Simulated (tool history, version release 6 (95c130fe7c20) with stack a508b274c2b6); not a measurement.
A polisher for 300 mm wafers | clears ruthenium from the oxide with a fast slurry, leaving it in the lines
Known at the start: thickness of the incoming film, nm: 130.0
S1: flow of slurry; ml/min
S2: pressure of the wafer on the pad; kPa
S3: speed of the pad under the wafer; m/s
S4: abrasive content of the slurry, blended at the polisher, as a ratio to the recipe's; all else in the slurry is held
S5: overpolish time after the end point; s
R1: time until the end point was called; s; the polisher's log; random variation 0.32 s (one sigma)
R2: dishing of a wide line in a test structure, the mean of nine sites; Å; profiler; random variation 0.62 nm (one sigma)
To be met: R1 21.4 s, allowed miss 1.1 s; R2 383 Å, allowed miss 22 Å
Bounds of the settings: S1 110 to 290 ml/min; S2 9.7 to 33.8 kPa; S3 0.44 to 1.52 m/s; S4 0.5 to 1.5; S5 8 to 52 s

run    day   S1    S2    S3  S4  S5      R1      R2
  1      0  185  21.4  0.98   1  26  32.691  356.74
  2    0.2  185  21.4  0.88   1  26  36.306  352.29
  3  0.429  185  22.8  0.88   1  26  33.886  366.95
  4  0.779  185  23.4  0.88   1  24  33.066  349.91
  5  0.825  185  23.4  0.78   1  24  36.392  339.67
  6  1.029  185  23.4   0.9   1  24  32.722  349.51
  7  1.183  185  24.1   0.9   1  24  31.826  357.77
  8  1.317  185  24.8   0.9   1  24   30.29  360.59
  9  1.346  185  25.5   0.9   1  24  30.936  362.49
 10  1.629  185  26.2  0.92   1  23   28.32   367.2
 11  1.833  185  26.9  0.92   1  23  27.677  366.37
 12  2.125  185  27.6  0.92   1  23  27.481  357.71
 13  2.454  185  28.3  0.92   1  24  26.687  366.09
 14  2.675  185    29  0.92   1  24  25.935  378.87
 15  2.933  185  29.6  0.92   1  24  24.786  358.56
 16  3.229  185  29.6  0.94   1  25  25.043  375.29
 17  3.396  185  30.3  0.94   1  25  24.396  375.63
 18  3.742  185  32.4  0.94   1  25  22.541   363.7
 19  4.021  185  32.4  0.94   1  26  22.601  372.42

Which of these 5 next moves meets every target?
  A  4.3  220    31  1.02     1  34   ?   ?
  B  4.3  160  31.7  0.92     1  22   ?   ?
  C  4.3  155  33.8  0.92  0.95  20   ?   ?
  D  4.3  180  30.3   0.9  1.05  29   ?   ?
  E  4.3  220  33.8  0.76     1  27   ?   ?

move      R1      R2
   A  21.692  385.86
   B  25.201  370.83
   C  24.771  366.44
   D  25.283  381.12
   E   26.52  377.51
A: meets every target
B: further off than the last run
C: further off than the last run
D: further off than the last run
E: further off than the last run
Move A is the one to make.

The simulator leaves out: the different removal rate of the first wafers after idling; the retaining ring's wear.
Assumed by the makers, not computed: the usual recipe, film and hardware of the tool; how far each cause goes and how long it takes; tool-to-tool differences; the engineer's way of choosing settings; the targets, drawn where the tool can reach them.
